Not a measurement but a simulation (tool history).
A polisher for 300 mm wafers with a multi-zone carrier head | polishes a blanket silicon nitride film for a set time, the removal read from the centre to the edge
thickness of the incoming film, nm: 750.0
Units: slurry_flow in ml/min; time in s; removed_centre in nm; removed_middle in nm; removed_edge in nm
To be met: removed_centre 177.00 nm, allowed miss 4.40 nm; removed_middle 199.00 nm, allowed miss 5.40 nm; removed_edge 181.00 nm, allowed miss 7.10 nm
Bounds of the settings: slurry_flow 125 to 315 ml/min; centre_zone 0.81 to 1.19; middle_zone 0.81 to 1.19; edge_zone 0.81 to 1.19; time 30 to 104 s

| run | hour | slurry_flow | centre_zone | middle_zone | edge_zone | time | removed_centre | removed_middle | removed_edge |
|---|---|---|---|---|---|---|---|---|---|
| 1 | 0.0 | 205 | 1.00 | 1.00 | 1.00 | 67 | 126.18 | 132.64 | 127.95 |
| 2 | 3.2 | 205 | 1.00 | 1.00 | 1.05 | 67 | 125.47 | 130.74 | 134.26 |
| 3 | 8.0 | 205 | 1.00 | 1.00 | 0.97 | 67 | 128.02 | 131.77 | 130.44 |
| 4 | 13.0 | 210 | 1.01 | 1.01 | 0.98 | 69 | 132.10 | 137.14 | 135.66 |
| 5 | 18.2 | 215 | 1.02 | 1.03 | 0.98 | 70 | 138.18 | 141.05 | 138.18 |
| 6 | 24.8 | 215 | 1.02 | 1.03 | 0.98 | 62 | 121.71 | 125.98 | 118.90 |
| 7 | 28.0 | 270 | 1.05 | 1.13 | 1.08 | 80 | 164.46 | 180.53 | 163.38 |
| 8 | 30.7 | 270 | 1.05 | 1.13 | 1.09 | 81 | 167.95 | 184.12 | 166.67 |
| 9 | 39.4 | 270 | 1.05 | 1.13 | 1.10 | 81 | 166.05 | 181.73 | 164.52 |

5 next moves are on the table. One of them brings every result within its allowed miss. Which?
| A | 48.1 | 225 | 0.91 | 1.11 | 1.14 | 85 | ? | ? | ? |
| B | 48.1 | 240 | 1.11 | 1.11 | 1.11 | 74 | ? | ? | ? |
| C | 48.1 | 270 | 1.06 | 1.18 | 1.16 | 85 | ? | ? | ? |
| D | 48.1 | 240 | 1.02 | 1.00 | 1.10 | 81 | ? | ? | ? |
| E | 48.1 | 280 | 1.12 | 1.18 | 1.07 | 73 | ? | ? | ? |

| move | removed_centre | removed_middle | removed_edge |
|---|---|---|---|
| A | 148.07 | 182.30 | 178.19 |
| B | 158.65 | 159.61 | 153.95 |
| C | 176.30 | 195.54 | 182.00 |
| D | 159.36 | 159.94 | 168.05 |
| E | 160.65 | 168.48 | 150.86 |
A: further off than the last run
B: further off than the last run
C: meets every target
D: further off than the last run
E: further off than the last run
Answer: C
